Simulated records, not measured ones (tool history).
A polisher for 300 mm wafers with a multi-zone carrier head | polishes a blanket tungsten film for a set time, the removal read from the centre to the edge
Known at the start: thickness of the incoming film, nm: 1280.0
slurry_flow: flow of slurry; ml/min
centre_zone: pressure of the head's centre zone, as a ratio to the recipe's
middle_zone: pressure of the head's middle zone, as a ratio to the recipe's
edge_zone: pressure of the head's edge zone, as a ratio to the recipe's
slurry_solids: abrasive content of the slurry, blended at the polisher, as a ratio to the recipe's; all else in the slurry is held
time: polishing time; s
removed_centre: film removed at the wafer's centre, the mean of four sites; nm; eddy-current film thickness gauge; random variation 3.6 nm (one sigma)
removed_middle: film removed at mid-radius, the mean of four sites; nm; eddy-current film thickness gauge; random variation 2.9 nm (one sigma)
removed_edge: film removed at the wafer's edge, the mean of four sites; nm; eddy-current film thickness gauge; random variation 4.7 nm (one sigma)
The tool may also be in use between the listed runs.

| run | hour | slurry_flow | centre_zone | middle_zone | edge_zone | slurry_solids | time | removed_centre | removed_middle | removed_edge |
|---|---|---|---|---|---|---|---|---|---|---|
| 1 | 0.0 | 120 | 1.00 | 1.00 | 1.00 | 1.00 | 65 | 353.25 | 363.36 | 359.98 |
| 2 | 7.2 | 130 | 0.98 | 1.03 | 0.99 | 1.00 | 65 | 345.48 | 379.18 | 355.41 |
| 3 | 16.2 | 140 | 0.97 | 1.04 | 1.00 | 1.00 | 65 | 354.29 | 383.80 | 357.69 |
| 4 | 20.1 | 145 | 0.96 | 1.06 | 1.01 | 1.05 | 65 | 352.27 | 400.08 | 373.60 |
| 5 | 26.1 | 145 | 1.03 | 1.06 | 1.01 | 1.05 | 65 | 387.84 | 399.00 | 370.08 |
| 6 | 30.5 | 145 | 1.01 | 1.08 | 1.01 | 1.05 | 65 | 371.85 | 408.27 | 362.79 |
| 7 | 33.1 | 145 | 1.00 | 1.09 | 1.02 | 1.05 | 65 | 375.50 | 408.27 | 377.08 |

Forecast run 8:
| 8 | 35.6 | 145 | 1.00 | 1.09 | 1.02 | 1.05 | 65 | ? | ? | ? |

Run 8 gave removed_centre 367.10 nm, removed_middle 408.52 nm, removed_edge 375.18 nm.
